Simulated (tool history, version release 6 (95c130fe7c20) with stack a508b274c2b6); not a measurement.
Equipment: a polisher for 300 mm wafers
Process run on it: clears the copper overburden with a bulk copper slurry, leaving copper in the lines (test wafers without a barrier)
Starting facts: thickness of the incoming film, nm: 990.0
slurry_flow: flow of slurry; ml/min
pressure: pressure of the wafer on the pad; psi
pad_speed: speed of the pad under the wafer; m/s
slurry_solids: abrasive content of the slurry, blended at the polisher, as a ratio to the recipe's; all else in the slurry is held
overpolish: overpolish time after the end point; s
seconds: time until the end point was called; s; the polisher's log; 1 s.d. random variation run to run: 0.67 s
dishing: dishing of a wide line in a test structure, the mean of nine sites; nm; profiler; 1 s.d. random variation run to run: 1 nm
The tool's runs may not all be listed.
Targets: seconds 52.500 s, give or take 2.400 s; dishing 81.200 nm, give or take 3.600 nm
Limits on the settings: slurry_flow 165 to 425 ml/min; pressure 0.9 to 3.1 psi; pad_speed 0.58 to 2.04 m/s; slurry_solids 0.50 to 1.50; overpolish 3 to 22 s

run 1 hour=0.0 | slurry_flow=275 pressure=2.0 pad_speed=1.30 slurry_solids=1.00 overpolish=11 | seconds=99.225 dishing=53.916
run 2 hour=3.2 | slurry_flow=275 pressure=2.3 pad_speed=1.34 slurry_solids=1.00 overpolish=11 | seconds=88.239 dishing=58.839
run 3 hour=5.6 | slurry_flow=275 pressure=2.3 pad_speed=1.18 slurry_solids=1.00 overpolish=11 | seconds=96.629 dishing=55.140
run 4 hour=14.2 | slurry_flow=335 pressure=2.3 pad_speed=1.18 slurry_solids=1.00 overpolish=11 | seconds=96.705 dishing=55.749
run 5 hour=19.9 | slurry_flow=335 pressure=2.3 pad_speed=0.92 slurry_solids=1.00 overpolish=11 | seconds=122.370 dishing=46.113
run 6 hour=25.9 | slurry_flow=335 pressure=1.9 pad_speed=0.92 slurry_solids=1.00 overpolish=11 | seconds=145.380 dishing=41.735
run 7 hour=34.8 | slurry_flow=335 pressure=2.3 pad_speed=1.10 slurry_solids=1.00 overpolish=11 | seconds=104.470 dishing=53.336
run 8 hour=37.4 | slurry_flow=340 pressure=2.9 pad_speed=1.46 slurry_solids=1.05 overpolish=9 | seconds=63.748 dishing=63.427
run 9 hour=42.0 | slurry_flow=340 pressure=2.9 pad_speed=1.52 slurry_solids=1.05 overpolish=10 | seconds=62.129 dishing=69.468
run 10 hour=46.0 | slurry_flow=340 pressure=3.0 pad_speed=1.56 slurry_solids=1.05 overpolish=10 | seconds=60.235 dishing=70.567
run 11 hour=50.2 | slurry_flow=340 pressure=3.0 pad_speed=1.62 slurry_solids=1.05 overpolish=10 | seconds=57.909 dishing=71.594
run 12 hour=58.7 | slurry_flow=340 pressure=3.0 pad_speed=1.66 slurry_solids=1.05 overpolish=10 | seconds=55.401 dishing=74.414
run 13 hour=66.2 | slurry_flow=340 pressure=3.0 pad_speed=1.68 slurry_solids=1.05 overpolish=10 | seconds=55.632 dishing=75.163
run 14 hour=68.5 | slurry_flow=340 pressure=3.0 pad_speed=1.70 slurry_solids=1.05 overpolish=10 | seconds=53.584 dishing=73.398

Consider the 4 candidate settings below. Which is the only one whose results all fall within their allowed miss of target?
run A hour=70.8 | slurry_flow=320 pressure=2.6 pad_speed=1.82 slurry_solids=1.10 overpolish=12 | seconds=? dishing=?
run B hour=70.8 | slurry_flow=335 pressure=2.8 pad_speed=1.80 slurry_solids=1.20 overpolish=8 | seconds=? dishing=?
run C hour=70.8 | slurry_flow=395 pressure=2.8 pad_speed=1.88 slurry_solids=0.90 overpolish=13 | seconds=? dishing=?
run D hour=70.8 | slurry_flow=310 pressure=3.0 pad_speed=1.68 slurry_solids=0.90 overpolish=13 | seconds=? dishing=?

move=A seconds=56.889 dishing=76.530
move=B seconds=53.466 dishing=65.884
move=C seconds=52.681 dishing=82.375
move=D seconds=56.616 dishing=81.374
A: nearer the targets than the last run, but a result is still out of spec
B: moves away from the targets compared with the last run
C: hits every target within its allowed miss
D: corrects the largest miss of the last run, while another result sits out of spec
Go with C: it meets all targets.
